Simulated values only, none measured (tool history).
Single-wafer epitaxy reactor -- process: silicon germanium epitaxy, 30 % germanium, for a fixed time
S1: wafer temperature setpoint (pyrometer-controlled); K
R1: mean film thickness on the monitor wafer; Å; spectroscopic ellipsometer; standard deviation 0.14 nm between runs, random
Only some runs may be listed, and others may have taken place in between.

{"run": 1, "hour": 0.0, "S1": 853.15, "chamber pressure (mTorr)": 18400, "R1": 397.29}
{"run": 2, "hour": 1.7, "S1": 853.15, "chamber pressure (mTorr)": 15800, "R1": 371.19}
{"run": 3, "hour": 9.5, "S1": 853.15, "chamber pressure (mTorr)": 14200, "R1": 363.22}
{"run": 4, "hour": 15.3, "S1": 863.15, "chamber pressure (mTorr)": 14200, "R1": 431.08}
{"run": 5, "hour": 17.3, "S1": 863.15, "chamber pressure (mTorr)": 16800, "R1": 459.45}
{"run": 6, "hour": 24.9, "S1": 858.15, "chamber pressure (mTorr)": 16800, "R1": 421.07}

What does the tool deliver on the next run?
{"run": 7, "hour": 27.1, "S1": 854.15, "chamber pressure (mTorr)": 16800, "R1": "?"}

{"run 7": {"R1": 390.4}}
